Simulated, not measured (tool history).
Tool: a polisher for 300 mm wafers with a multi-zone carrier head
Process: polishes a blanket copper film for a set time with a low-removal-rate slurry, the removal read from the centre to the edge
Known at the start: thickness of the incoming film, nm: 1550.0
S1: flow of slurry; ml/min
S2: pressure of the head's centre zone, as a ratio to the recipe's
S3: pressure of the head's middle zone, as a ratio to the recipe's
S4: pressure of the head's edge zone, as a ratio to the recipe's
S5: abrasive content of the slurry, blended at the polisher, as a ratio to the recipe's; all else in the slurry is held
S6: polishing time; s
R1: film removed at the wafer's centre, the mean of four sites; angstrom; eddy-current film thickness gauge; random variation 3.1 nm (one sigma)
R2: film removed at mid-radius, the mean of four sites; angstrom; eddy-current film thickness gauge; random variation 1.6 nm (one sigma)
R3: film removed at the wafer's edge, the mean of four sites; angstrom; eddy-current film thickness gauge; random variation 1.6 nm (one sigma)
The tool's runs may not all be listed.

{"run": 1, "hour": 0.0, "S1": 210, "S2": 1.0, "S3": 1.0, "S4": 1.0, "S5": 1.0, "S6": 88, "R1": 3047.0, "R2": 3122.7, "R3": 3051.0}
{"run": 2, "hour": 1.3, "S1": 210, "S2": 1.03, "S3": 1.0, "S4": 1.0, "S5": 1.0, "S6": 88, "R1": 3154.3, "R2": 3140.4, "R3": 3096.3}
{"run": 3, "hour": 9.6, "S1": 200, "S2": 1.0, "S3": 0.97, "S4": 0.99, "S5": 0.95, "S6": 88, "R1": 3065.9, "R2": 2972.2, "R3": 3030.0}
{"run": 4, "hour": 11.7, "S1": 195, "S2": 0.97, "S3": 0.97, "S4": 0.99, "S5": 0.9, "S6": 87, "R1": 2800.4, "R2": 2905.3, "R3": 2919.7}
{"run": 5, "hour": 19.6, "S1": 190, "S2": 0.95, "S3": 0.95, "S4": 0.97, "S5": 0.85, "S6": 87, "R1": 2703.4, "R2": 2789.7, "R3": 2896.4}
{"run": 6, "hour": 20.2, "S1": 140, "S2": 0.95, "S3": 0.95, "S4": 0.97, "S5": 0.85, "S6": 87, "R1": 2604.8, "R2": 2692.2, "R3": 2761.0}
{"run": 7, "hour": 26.1, "S1": 140, "S2": 0.94, "S3": 0.94, "S4": 0.96, "S5": 0.8, "S6": 87, "R1": 2557.9, "R2": 2595.3, "R3": 2738.5}
{"run": 8, "hour": 33.6, "S1": 140, "S2": 0.93, "S3": 0.93, "S4": 0.95, "S5": 0.8, "S6": 87, "R1": 2482.1, "R2": 2593.1, "R3": 2734.7}

Run 9 comes next. What will it give?
{"run": 9, "hour": 34.3, "S1": 135, "S2": 0.91, "S3": 0.83, "S4": 0.85, "S5": 0.55, "S6": 86, "R1": "?", "R2": "?", "R3": "?"}

{"run 9": {"R1": 2196.4, "R2": 2136.8, "R3": 2350.9}}
